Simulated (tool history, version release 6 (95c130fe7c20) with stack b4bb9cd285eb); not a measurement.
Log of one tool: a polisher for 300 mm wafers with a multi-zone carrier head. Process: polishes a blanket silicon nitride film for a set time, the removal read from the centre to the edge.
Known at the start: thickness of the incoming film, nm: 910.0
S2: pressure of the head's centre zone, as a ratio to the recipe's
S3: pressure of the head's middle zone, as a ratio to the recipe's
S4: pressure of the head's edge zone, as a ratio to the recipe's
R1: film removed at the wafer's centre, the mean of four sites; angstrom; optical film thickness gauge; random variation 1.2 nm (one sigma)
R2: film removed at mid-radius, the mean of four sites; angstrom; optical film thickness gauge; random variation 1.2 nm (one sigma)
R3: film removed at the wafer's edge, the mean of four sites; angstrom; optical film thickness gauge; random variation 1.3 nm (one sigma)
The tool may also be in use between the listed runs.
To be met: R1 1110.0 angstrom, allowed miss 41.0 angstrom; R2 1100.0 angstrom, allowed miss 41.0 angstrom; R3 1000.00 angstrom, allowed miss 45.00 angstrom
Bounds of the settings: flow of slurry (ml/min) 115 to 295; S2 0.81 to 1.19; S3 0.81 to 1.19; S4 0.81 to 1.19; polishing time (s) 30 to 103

run 1 hour=0.0 | flow_of_slurry_(ml/min)=190 S2=1.00 S3=1.00 S4=1.00 polishing_time_(s)=66 | R1=1240.2 R2=1232.1 R3=1249.20
run 2 hour=8.8 | flow_of_slurry_(ml/min)=190 S2=1.00 S3=0.92 S4=1.00 polishing_time_(s)=66 | R1=1251.9 R2=1151.4 R3=1264.10
run 3 hour=16.3 | flow_of_slurry_(ml/min)=190 S2=1.00 S3=0.88 S4=1.00 polishing_time_(s)=66 | R1=1255.3 R2=1130.8 R3=1236.30
run 4 hour=24.3 | flow_of_slurry_(ml/min)=190 S2=1.07 S3=0.88 S4=1.00 polishing_time_(s)=66 | R1=1298.3 R2=1133.4 R3=1245.20
run 5 hour=32.8 | flow_of_slurry_(ml/min)=230 S2=1.07 S3=0.88 S4=1.00 polishing_time_(s)=66 | R1=1347.2 R2=1162.9 R3=1290.10
run 6 hour=36.4 | flow_of_slurry_(ml/min)=210 S2=1.07 S3=0.88 S4=1.00 polishing_time_(s)=66 | R1=1334.0 R2=1161.8 R3=1282.00
run 7 hour=41.6 | flow_of_slurry_(ml/min)=200 S2=1.06 S3=0.91 S4=0.96 polishing_time_(s)=65 | R1=1300.2 R2=1153.0 R3=1230.40
run 8 hour=49.6 | flow_of_slurry_(ml/min)=190 S2=1.05 S3=0.94 S4=0.93 polishing_time_(s)=63 | R1=1237.7 R2=1110.4 R3=1173.70
run 9 hour=55.1 | flow_of_slurry_(ml/min)=185 S2=1.06 S3=0.98 S4=0.90 polishing_time_(s)=62 | R1=1190.0 R2=1156.3 R3=1097.10
run 10 hour=58.0 | flow_of_slurry_(ml/min)=180 S2=1.06 S3=0.98 S4=0.89 polishing_time_(s)=62 | R1=1199.8 R2=1152.4 R3=1092.30
run 11 hour=62.6 | flow_of_slurry_(ml/min)=175 S2=1.05 S3=0.98 S4=0.88 polishing_time_(s)=62 | R1=1194.3 R2=1115.5 R3=1070.40
run 12 hour=70.2 | flow_of_slurry_(ml/min)=170 S2=1.04 S3=0.99 S4=0.87 polishing_time_(s)=62 | R1=1187.5 R2=1130.6 R3=1098.90
run 13 hour=76.0 | flow_of_slurry_(ml/min)=170 S2=1.04 S3=1.00 S4=0.86 polishing_time_(s)=61 | R1=1169.0 R2=1104.9 R3=1085.10
run 14 hour=78.8 | flow_of_slurry_(ml/min)=170 S2=1.05 S3=1.01 S4=0.86 polishing_time_(s)=60 | R1=1157.5 R2=1111.5 R3=1054.40
run 15 hour=87.6 | flow_of_slurry_(ml/min)=170 S2=1.05 S3=1.02 S4=0.85 polishing_time_(s)=60 | R1=1159.6 R2=1115.5 R3=1044.20
run 16 hour=93.1 | flow_of_slurry_(ml/min)=170 S2=1.05 S3=1.03 S4=0.84 polishing_time_(s)=60 | R1=1160.2 R2=1125.0 R3=1046.50

5 next moves are on the table. One of them brings every result within its allowed miss. Which?
run A hour=98.6 | flow_of_slurry_(ml/min)=210 S2=1.04 S3=1.05 S4=0.85 polishing_time_(s)=56 | R1=? R2=? R3=?
run B hour=98.6 | flow_of_slurry_(ml/min)=185 S2=1.11 S3=1.12 S4=0.81 polishing_time_(s)=54 | R1=? R2=? R3=?
run C hour=98.6 | flow_of_slurry_(ml/min)=220 S2=1.06 S3=1.07 S4=0.83 polishing_time_(s)=62 | R1=? R2=? R3=?
run D hour=98.6 | flow_of_slurry_(ml/min)=185 S2=1.11 S3=1.02 S4=0.81 polishing_time_(s)=54 | R1=? R2=? R3=?
run E hour=98.6 | flow_of_slurry_(ml/min)=185 S2=1.10 S3=1.19 S4=0.81 polishing_time_(s)=52 | R1=? R2=? R3=?

move=A R1=1093.5 R2=1089.5 R3=998.96
move=B R1=1092.5 R2=1077.9 R3=929.46
move=C R1=1239.2 R2=1229.5 R3=1099.30
move=D R1=1091.9 R2=1011.0 R3=930.45
move=E R1=1044.3 R2=1083.0 R3=894.38
A: meets every target
B: brings the result that was furthest off to its target, and leaves another outside
C: further off than the last run
D: brings the result that was furthest off to its target, and leaves another outside
E: takes the result that was furthest off past its target
The right move is A.
